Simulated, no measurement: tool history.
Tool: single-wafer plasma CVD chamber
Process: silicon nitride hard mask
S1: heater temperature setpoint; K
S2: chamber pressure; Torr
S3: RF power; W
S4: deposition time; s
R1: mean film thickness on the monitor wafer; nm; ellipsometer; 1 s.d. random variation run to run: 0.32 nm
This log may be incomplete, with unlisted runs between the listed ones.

run,hour,S1,S2,S3,S4,R1
1,0,693.15,1.13,340,66.7,73.663
2,6,693.15,1.22,345,66.7,76.637
3,12.9,693.15,1.3,350,66.7,78.957
4,18.1,693.15,1.3,350,66.7,79.091
5,22.1,693.15,1.3,390,66.7,83.84
6,29.8,701.15,1.3,390,66.7,83.527

What does the tool deliver on the next run?
7,35.5,701.15,1.33,390,66.7,?

{"run 7": {"R1": 84.494}}
